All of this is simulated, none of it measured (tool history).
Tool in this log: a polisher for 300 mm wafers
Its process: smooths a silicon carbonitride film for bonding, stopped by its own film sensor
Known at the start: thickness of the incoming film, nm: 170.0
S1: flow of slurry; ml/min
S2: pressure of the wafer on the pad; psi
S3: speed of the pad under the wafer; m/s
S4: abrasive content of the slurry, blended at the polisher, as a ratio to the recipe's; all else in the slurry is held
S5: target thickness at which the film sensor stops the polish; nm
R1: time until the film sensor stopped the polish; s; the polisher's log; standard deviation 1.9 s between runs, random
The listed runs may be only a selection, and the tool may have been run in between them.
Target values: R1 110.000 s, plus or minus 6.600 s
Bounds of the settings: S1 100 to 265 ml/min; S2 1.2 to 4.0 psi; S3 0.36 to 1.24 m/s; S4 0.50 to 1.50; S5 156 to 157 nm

run	day	S1	S2	S3	S4	S5	R1
1	0.000	170	2.6	0.80	1.00	156	65.572
2	0.038	170	2.6	0.70	1.00	156	73.674
3	0.129	170	2.4	0.70	1.00	156	80.496
4	0.283	170	2.4	0.70	1.00	157	74.469
5	0.567	170	2.3	0.70	1.00	157	75.759
6	0.696	170	2.2	0.70	1.00	157	80.624
7	0.975	170	2.1	0.70	1.00	157	83.835
8	1.321	170	2.0	0.70	1.00	157	85.877
9	1.421	170	1.9	0.70	1.00	157	91.114

Exactly one of the 4 candidate moves below puts every result within its allowed miss. Which one?
A	1.521	130	1.7	0.62	0.80	157	?
B	1.521	185	1.3	0.96	0.95	156	?
C	1.521	165	1.4	0.76	0.85	157	?
D	1.521	210	2.2	0.70	1.15	157	?

move	R1
A	131.630
B	112.510
C	125.760
D	73.703
A: pushes the last run's worst result past its target
B: every result lands within tolerance
C: pushes the last run's worst result past its target
D: the biggest miss grows against the last run
Move B is the one to make.

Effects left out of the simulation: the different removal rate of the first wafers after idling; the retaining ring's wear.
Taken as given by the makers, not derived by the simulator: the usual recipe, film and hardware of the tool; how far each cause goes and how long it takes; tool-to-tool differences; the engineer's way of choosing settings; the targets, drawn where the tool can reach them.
